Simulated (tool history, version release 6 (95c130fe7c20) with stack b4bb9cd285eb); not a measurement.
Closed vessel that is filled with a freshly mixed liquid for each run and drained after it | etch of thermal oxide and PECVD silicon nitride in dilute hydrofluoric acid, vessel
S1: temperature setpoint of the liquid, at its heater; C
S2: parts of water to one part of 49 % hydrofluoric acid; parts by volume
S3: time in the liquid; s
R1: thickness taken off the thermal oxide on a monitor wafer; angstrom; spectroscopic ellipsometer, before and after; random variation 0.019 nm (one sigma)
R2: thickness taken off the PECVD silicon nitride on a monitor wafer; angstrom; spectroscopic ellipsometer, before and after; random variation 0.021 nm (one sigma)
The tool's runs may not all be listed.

Run 1, hour 0.0: S1 22.0 C, S2 155 parts by volume, S3 335 s. Result: R1 85.844 angstrom, R2 75.929 angstrom.
Run 2, hour 3.6: S1 22.0 C, S2 110 parts by volume, S3 335 s. Result: R1 129.410 angstrom, R2 105.390 angstrom.
Run 3, hour 4.3: S1 21.5 C, S2 130 parts by volume, S3 325 s. Result: R1 99.538 angstrom, R2 84.527 angstrom.
Run 4, hour 9.0: S1 19.0 C, S2 130 parts by volume, S3 325 s. Result: R1 91.023 angstrom, R2 71.369 angstrom.
Run 5, hour 10.6: S1 19.0 C, S2 95 parts by volume, S3 325 s. Result: R1 131.000 angstrom, R2 97.589 angstrom.
Run 6, hour 19.1: S1 19.0 C, S2 145 parts by volume, S3 325 s. Result: R1 80.504 angstrom, R2 64.097 angstrom.
Run 7, hour 23.8: S1 18.5 C, S2 160 parts by volume, S3 325 s. Result: R1 69.624 angstrom, R2 55.880 angstrom.
Run 8, hour 29.6: S1 17.0 C, S2 225 parts by volume, S3 285 s. Result: R1 38.708 angstrom, R2 32.143 angstrom.

The next listed run, before its measurement:
Run 9, hour 33.6: S1 17.0 C, S2 230 parts by volume, S3 280 s. Result: R1 ?, R2 ?.

R1: 36.904 angstrom
R2: 30.730 angstrom
